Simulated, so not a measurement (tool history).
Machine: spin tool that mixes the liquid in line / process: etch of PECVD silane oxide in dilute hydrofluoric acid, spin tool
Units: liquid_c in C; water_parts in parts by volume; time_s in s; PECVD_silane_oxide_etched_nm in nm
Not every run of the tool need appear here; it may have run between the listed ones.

run    day  liquid_c  water_parts  time_s  PECVD_silane_oxide_etched_nm
  1      0        26          255     235                        22.351
  2  0.254        25          255     235                        21.397
  3  0.342      24.5          255     235                        21.077
  4  0.688      24.5          255     250                        22.492
  5  0.867      24.5          205     250                        29.895
  6  1.162        24          210     250                        28.434

What will run 7 give?
  7  1.392        24          210     250                             ?

PECVD_silane_oxide_etched_nm: 28.87 nm

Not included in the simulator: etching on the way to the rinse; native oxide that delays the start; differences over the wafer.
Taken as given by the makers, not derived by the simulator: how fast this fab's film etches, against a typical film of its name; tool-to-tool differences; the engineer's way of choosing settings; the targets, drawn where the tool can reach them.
